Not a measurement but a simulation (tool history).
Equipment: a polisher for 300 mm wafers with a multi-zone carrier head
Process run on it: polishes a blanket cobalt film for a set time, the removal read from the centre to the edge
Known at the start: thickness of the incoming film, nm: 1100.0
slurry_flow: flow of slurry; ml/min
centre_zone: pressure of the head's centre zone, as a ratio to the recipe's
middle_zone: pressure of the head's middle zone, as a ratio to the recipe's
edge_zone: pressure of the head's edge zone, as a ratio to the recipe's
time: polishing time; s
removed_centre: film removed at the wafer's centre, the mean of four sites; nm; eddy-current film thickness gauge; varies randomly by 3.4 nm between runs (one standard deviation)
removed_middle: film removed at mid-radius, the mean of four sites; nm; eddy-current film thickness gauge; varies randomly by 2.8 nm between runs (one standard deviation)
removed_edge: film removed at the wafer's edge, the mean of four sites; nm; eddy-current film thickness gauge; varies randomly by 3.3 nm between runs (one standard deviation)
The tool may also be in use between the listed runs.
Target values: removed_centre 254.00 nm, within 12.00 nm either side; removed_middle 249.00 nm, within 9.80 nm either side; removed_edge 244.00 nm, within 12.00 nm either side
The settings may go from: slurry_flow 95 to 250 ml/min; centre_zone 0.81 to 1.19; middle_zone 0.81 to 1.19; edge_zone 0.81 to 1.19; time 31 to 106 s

run	hour	slurry_flow	centre_zone	middle_zone	edge_zone	time	removed_centre	removed_middle	removed_edge
1	0.0	160	1.00	1.00	1.00	68	388.20	372.82	392.85
2	7.5	160	1.00	1.00	0.96	68	388.32	374.37	391.85
3	12.4	160	1.00	1.01	0.95	63	356.42	354.04	360.12
4	13.2	160	1.01	1.01	0.94	59	343.03	338.05	331.38
5	14.8	160	1.01	1.00	0.94	56	328.10	311.30	316.53
6	19.5	160	1.01	1.00	0.93	54	314.36	301.55	296.57
7	27.2	160	1.00	0.99	0.92	53	309.98	294.02	297.03
8	31.1	155	1.00	0.99	0.91	52	303.66	286.29	285.97
# hour 35.6: worn pad replaced by a new one
9	35.6	155	1.00	0.99	0.91	52	324.40	299.97	306.38
10	42.4	160	1.01	0.99	0.93	51	314.10	308.00	305.29
11	51.0	155	0.99	1.00	0.92	51	307.21	310.12	294.78
12	55.5	155	0.99	0.99	0.92	49	296.42	287.88	289.90
13	62.8	155	0.99	0.99	0.91	47	294.81	279.17	277.74

Below are 5 possible settings for the next run. Only one of them brings all results inside the allowed miss of their targets. Which is it?
A	70.1	135	0.81	0.87	1.15	55	?	?	?
B	70.1	145	1.12	0.83	0.83	52	?	?	?
C	70.1	155	0.98	0.97	0.87	43	?	?	?
D	70.1	150	0.81	0.98	1.13	56	?	?	?
E	70.1	185	0.88	0.88	1.08	45	?	?	?

move	removed_centre	removed_middle	removed_edge
A	263.96	289.02	357.36
B	349.39	264.93	297.43
C	255.15	251.53	251.42
D	272.98	329.28	363.89
E	245.10	247.91	292.25
A: the furthest-off result lands on target, but another misses its tolerance
B: moves away from the targets compared with the last run
C: every result lands within tolerance
D: moves away from the targets compared with the last run
E: the furthest-off result lands on target, but another misses its tolerance
So the answer is move C, the one that meets all the targets.
